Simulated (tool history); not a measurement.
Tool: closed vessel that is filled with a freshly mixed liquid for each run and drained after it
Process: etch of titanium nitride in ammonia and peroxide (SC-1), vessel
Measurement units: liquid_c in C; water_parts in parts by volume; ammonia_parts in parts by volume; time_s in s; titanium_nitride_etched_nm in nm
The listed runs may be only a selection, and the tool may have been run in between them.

run,hour,liquid_c,water_parts,ammonia_parts,time_s,titanium_nitride_etched_nm
1,0.0,51.0,8.0,0.9,30,4.0640
2,4.4,51.0,6.0,0.9,30,4.6173
3,5.7,50.0,6.0,0.9,30,4.3148
4,10.7,49.0,6.0,0.9,30,4.0347
5,17.4,43.0,6.0,0.9,30,2.6532
6,23.0,43.5,6.0,0.9,30,2.7298

Estimate the outcome of run 7 from the log above:
7,31.9,44.0,6.0,0.9,30,?

titanium_nitride_etched_nm: 2.8197 nm
